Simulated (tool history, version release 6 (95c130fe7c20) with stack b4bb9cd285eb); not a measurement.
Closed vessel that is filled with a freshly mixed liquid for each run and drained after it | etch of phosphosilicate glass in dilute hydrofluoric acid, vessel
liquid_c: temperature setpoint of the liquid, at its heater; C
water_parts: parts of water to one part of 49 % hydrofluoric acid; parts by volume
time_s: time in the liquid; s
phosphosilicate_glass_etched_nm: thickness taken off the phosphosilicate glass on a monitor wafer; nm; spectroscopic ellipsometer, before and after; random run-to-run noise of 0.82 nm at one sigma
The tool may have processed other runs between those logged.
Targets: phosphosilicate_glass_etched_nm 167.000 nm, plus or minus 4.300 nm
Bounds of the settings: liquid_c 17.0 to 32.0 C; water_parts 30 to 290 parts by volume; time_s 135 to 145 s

run,day,liquid_c,water_parts,time_s,phosphosilicate_glass_etched_nm
1,0.000,24.0,160,135,46.459
2,0.204,24.5,145,135,53.249
3,0.300,26.0,145,135,56.285
4,0.338,26.5,135,135,62.972
5,0.662,26.5,135,145,67.347
6,0.804,26.5,135,135,63.306
7,1.146,27.0,125,135,70.143
8,1.388,31.0,60,135,184.490
9,1.642,30.0,60,135,178.270

Exactly one of the 5 candidate moves below puts every result within its allowed miss. Which one?
A,1.896,29.5,55,140,?
B,1.896,28.0,60,135,?
C,1.896,32.0,65,145,?
D,1.896,24.5,50,140,?
E,1.896,28.5,55,135,?

move,phosphosilicate_glass_etched_nm
A,199.320
B,164.860
C,189.450
D,180.700
E,184.780
A: its largest miss is bigger than the last run's
B: in spec on every target
C: its largest miss is bigger than the last run's
D: its largest miss is bigger than the last run's
E: its largest miss is bigger than the last run's
Answer: B

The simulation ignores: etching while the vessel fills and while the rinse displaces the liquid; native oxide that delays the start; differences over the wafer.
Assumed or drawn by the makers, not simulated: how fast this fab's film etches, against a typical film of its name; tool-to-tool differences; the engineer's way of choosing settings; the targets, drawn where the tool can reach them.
